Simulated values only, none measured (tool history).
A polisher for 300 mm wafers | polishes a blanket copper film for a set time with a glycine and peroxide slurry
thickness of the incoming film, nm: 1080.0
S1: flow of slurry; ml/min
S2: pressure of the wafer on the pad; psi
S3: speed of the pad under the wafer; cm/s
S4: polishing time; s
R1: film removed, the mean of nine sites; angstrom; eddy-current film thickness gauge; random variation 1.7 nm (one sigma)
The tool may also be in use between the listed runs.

{"run": 1, "day": 0.0, "S1": 145, "S2": 2.8, "S3": 90, "S4": 37, "R1": 1545.5}
{"run": 2, "day": 0.133, "S1": 145, "S2": 3.3, "S3": 90, "S4": 37, "R1": 1737.7}
{"run": 3, "day": 0.396, "S1": 145, "S2": 3.6, "S3": 90, "S4": 37, "R1": 1899.4}
{"run": 4, "day": 0.629, "S1": 145, "S2": 3.6, "S3": 76, "S4": 37, "R1": 1643.6}
{"run": 5, "day": 0.871, "S1": 145, "S2": 3.6, "S3": 76, "S4": 37, "R1": 1606.7}
{"run": 6, "day": 1.033, "S1": 150, "S2": 3.7, "S3": 76, "S4": 37, "R1": 1669.5}
{"run": 7, "day": 1.15, "S1": 150, "S2": 3.8, "S3": 76, "S4": 37, "R1": 1712.2}
{"run": 8, "day": 1.371, "S1": 150, "S2": 3.9, "S3": 76, "S4": 37, "R1": 1741.2}
{"run": 9, "day": 1.421, "S1": 150, "S2": 4, "S3": 76, "S4": 37, "R1": 1765.2}

Forecast run 10:
{"run": 10, "day": 1.571, "S1": 150, "S2": 4.1, "S3": 76, "S4": 37, "R1": "?"}

{"run 10": {"R1": 1791.3}}
